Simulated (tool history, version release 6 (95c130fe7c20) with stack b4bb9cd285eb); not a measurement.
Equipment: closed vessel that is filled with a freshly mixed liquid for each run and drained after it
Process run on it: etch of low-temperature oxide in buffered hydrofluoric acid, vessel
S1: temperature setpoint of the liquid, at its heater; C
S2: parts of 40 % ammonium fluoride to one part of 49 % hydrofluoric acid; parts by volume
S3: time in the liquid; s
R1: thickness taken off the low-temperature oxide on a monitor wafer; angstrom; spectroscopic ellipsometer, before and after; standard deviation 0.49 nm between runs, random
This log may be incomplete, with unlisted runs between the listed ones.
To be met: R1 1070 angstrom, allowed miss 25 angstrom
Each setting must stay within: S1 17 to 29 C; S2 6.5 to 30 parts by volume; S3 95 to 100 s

run    day    S1    S2  S3      R1
  1      0    21  19.5  95  1757.4
  2  0.267    23  19.5  95  1942.9
  3  0.562    23    15  95  2513.3
  4  0.942    23    13  95  2916.4
  5  1.279    22    15  95  2381.9
  6  1.612    24    15  95  2653.5
  7  1.842  22.5    17  95  2157.1
  8  1.971  21.5  18.5  95    1881
  9  2.208  17.5    25  95    1177

Which of these 4 next moves meets every target?
  A  2.446    18    29  100   ?
  B  2.446  18.5  28.5   95   ?
  C  2.446    17  29.5  100   ?
  D  2.446    17    30   95   ?

move      R1
   A  1147.5
   B  1135.2
   C  1070.9
   D  1005.6
A: nearer than the last run, and not there yet
B: nearer than the last run, and not there yet
C: in spec on every target
D: pushes the last run's worst result past its target
Answer: C

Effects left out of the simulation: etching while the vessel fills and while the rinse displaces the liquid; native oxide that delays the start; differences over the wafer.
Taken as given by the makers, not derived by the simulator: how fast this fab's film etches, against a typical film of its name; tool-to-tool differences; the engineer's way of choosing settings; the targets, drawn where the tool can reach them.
